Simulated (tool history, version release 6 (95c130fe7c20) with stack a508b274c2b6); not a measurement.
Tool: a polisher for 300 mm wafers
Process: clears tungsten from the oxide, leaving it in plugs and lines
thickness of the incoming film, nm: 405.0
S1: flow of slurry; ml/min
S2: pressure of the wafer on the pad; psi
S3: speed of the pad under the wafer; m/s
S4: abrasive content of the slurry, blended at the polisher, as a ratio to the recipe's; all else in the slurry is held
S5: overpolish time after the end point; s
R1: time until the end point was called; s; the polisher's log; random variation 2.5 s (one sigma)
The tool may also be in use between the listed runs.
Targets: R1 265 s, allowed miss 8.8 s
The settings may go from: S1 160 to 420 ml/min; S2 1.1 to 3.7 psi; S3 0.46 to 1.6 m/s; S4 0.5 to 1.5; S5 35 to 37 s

run	hour	S1	S2	S3	S4	S5	R1
1	0	270	2.4	1.02	1	35	122.99
2	6.2	315	2.4	1.02	1	35	119.81
3	11.3	305	2	0.96	1	35	153.59
4	12.2	305	2	0.96	1.2	35	144.58
5	14.8	305	2	0.96	1.3	35	142.17
6	18.9	305	2.3	0.96	1.3	35	123.42
7	27.2	300	1.7	0.7	1.25	35	213.37
8	31.8	300	1.6	0.7	1.25	35	222.81
9	34.9	295	1.1	0.7	1.25	35	324.12
10	35.6	310	1.2	0.7	1.25	35	296.37

Which of these 4 next moves meets every target?
A	36.3	295	1.3	0.64	1.15	37	?
B	36.3	295	1.4	0.64	1.3	37	?
C	36.3	360	1.4	0.52	1.15	37	?
D	36.3	315	1.3	0.5	1.2	37	?

move	R1
A	297.8
B	267.14
C	314.11
D	344.98
A: as far off as the last run
B: meets every target
C: further off than the last run
D: further off than the last run
Move B is the one to make.
